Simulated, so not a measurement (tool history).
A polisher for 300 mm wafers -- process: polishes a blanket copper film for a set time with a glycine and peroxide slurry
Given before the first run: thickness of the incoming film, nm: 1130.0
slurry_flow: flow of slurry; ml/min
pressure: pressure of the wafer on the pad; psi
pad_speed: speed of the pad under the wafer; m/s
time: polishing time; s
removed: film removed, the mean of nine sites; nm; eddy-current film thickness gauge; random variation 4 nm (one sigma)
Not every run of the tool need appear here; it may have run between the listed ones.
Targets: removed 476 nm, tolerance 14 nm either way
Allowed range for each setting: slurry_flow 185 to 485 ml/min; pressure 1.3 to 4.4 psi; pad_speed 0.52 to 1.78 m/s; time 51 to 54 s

| run | day | slurry_flow | pressure | pad_speed | time | removed |
|---|---|---|---|---|---|---|
| 1 | 0 | 310 | 2.8 | 1.14 | 51 | 280.73 |
| 2 | 0.121 | 310 | 2.8 | 1.28 | 51 | 309.81 |
| 3 | 0.333 | 310 | 3 | 1.28 | 51 | 327.56 |
| 4 | 0.704 | 310 | 3.2 | 1.28 | 51 | 341.46 |
| 5 | 0.962 | 310 | 3.4 | 1.28 | 51 | 352.2 |
| 6 | 1.129 | 340 | 3.4 | 1.28 | 51 | 362.19 |
| 7 | 1.362 | 345 | 3.5 | 1.28 | 51 | 368.79 |
|  | 1.546 | head pressure recalibrated |
| 8 | 1.546 | 345 | 3.6 | 1.28 | 51 | 399.8 |

Which of these 4 next moves meets every target?
| A | 1.729 | 380 | 3.7 | 1.5 | 54 | ? |
| B | 1.729 | 285 | 4.2 | 1.4 | 53 | ? |
| C | 1.729 | 355 | 3.7 | 1.42 | 53 | ? |
| D | 1.729 | 330 | 3.9 | 1.46 | 54 | ? |

| move | removed |
|---|---|
| A | 503.2 |
| B | 503.08 |
| C | 468.33 |
| D | 507.17 |
A: pushes the last run's worst result past its target
B: pushes the last run's worst result past its target
C: in spec on every target
D: pushes the last run's worst result past its target
C meets every target.
